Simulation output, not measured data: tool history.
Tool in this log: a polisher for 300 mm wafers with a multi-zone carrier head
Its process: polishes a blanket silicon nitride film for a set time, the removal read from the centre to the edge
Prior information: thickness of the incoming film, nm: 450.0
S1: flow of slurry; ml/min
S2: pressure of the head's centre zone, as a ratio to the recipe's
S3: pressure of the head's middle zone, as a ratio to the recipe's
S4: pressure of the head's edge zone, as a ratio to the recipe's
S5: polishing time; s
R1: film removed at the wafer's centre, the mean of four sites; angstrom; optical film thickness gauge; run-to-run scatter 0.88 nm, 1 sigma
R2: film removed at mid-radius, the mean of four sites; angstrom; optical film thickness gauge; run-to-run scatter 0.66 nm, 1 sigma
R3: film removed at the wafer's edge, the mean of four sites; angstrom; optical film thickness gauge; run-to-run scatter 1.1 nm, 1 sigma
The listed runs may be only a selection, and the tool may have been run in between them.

run 1 hour=0 | S1=160 S2=1 S3=1 S4=1 S5=81 | R1=1648.8 R2=1597.1 R3=1630.3
run 2 hour=4.3 | S1=130 S2=1 S3=1 S4=1 S5=81 | R1=1576.3 R2=1565.9 R3=1581.7
run 3 hour=7.7 | S1=130 S2=1 S3=1 S4=0.98 S5=77 | R1=1492.4 R2=1451.2 R3=1466.1
run 4 hour=14.8 | S1=125 S2=1 S3=1.01 S4=0.96 S5=74 | R1=1427.2 R2=1405.8 R3=1429.4
run 5 hour=19.7 | S1=155 S2=1 S3=1.01 S4=0.96 S5=74 | R1=1502.3 R2=1469 R3=1459.6
run 6 hour=20.8 | S1=155 S2=1 S3=1.01 S4=1 S5=74 | R1=1476.3 R2=1469.8 R3=1525.4
run 7 hour=24.7 | S1=145 S2=0.93 S3=0.98 S4=0.9 S5=52 | R1=954.29 R2=994.92 R3=1004.2

Estimate the outcome of run 8 from the log above:
run 8 hour=30.7 | S1=145 S2=0.94 S3=0.99 S4=0.89 S5=51 | R1=? R2=? R3=?

R1: 953.64 angstrom
R2: 976.99 angstrom
R3: 968.74 angstrom

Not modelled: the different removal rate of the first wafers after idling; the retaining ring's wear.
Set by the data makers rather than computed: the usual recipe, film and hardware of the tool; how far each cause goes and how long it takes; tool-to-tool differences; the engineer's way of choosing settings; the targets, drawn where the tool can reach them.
